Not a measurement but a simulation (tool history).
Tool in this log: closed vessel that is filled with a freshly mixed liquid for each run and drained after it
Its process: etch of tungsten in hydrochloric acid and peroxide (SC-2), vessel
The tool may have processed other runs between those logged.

run	hour	temperature setpoint of the liquid (K)	parts of water to one part each of 37 % hydrochloric acid and 30 % peroxide (parts by volume)	time in the liquid (s)	thickness taken off the tungsten on a monitor wafer (nm)
1	0	321.15	11	30	8.4102
2	7.1	323.15	11	30	9.5529
3	9.7	317.65	11	30	6.6126
4	14.6	317.65	8.5	30	8.1354
5	17.1	320.15	8.5	30	9.6986
6	20.6	321.65	8.5	30	10.732
7	28	322.65	8.5	30	11.544
8	35.6	323.65	8.5	30	12.233

Run 9, settings as shown, results not yet in. Your forecast:
9	37.9	324.15	8.5	30	?

{"run 9": {"thickness taken off the tungsten on a monitor wafer (nm)": 12.698}}
